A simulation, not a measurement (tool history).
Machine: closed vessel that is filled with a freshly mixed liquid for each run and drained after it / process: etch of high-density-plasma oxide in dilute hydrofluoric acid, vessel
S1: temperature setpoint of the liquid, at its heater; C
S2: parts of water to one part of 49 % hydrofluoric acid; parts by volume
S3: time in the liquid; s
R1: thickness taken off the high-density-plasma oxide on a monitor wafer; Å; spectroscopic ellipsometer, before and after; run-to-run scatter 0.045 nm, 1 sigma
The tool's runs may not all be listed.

run 1 hour=0 | S1=21 S2=250 S3=255 | R1=54.337
run 2 hour=8.3 | S1=19.5 S2=250 S3=255 | R1=51.923
run 3 hour=10.6 | S1=19.5 S2=290 S3=255 | R1=42.606
run 4 hour=17.1 | S1=22 S2=260 S3=255 | R1=53.877
run 5 hour=25 | S1=24 S2=240 S3=255 | R1=63.421
run 6 hour=33.1 | S1=24 S2=240 S3=255 | R1=63.615
run 7 hour=38.9 | S1=25.5 S2=225 S3=255 | R1=72.787
run 8 hour=40.7 | S1=26.5 S2=215 S3=255 | R1=79.457
run 9 hour=42.4 | S1=27 S2=210 S3=255 | R1=83.428
run 10 hour=49.1 | S1=27.5 S2=205 S3=255 | R1=86.819
run 11 hour=49.6 | S1=28 S2=200 S3=255 | R1=92.467

Run 12 comes next. What will it give?
run 12 hour=58.1 | S1=28.5 S2=200 S3=255 | R1=?

{"run 12": {"R1": 93.555}}
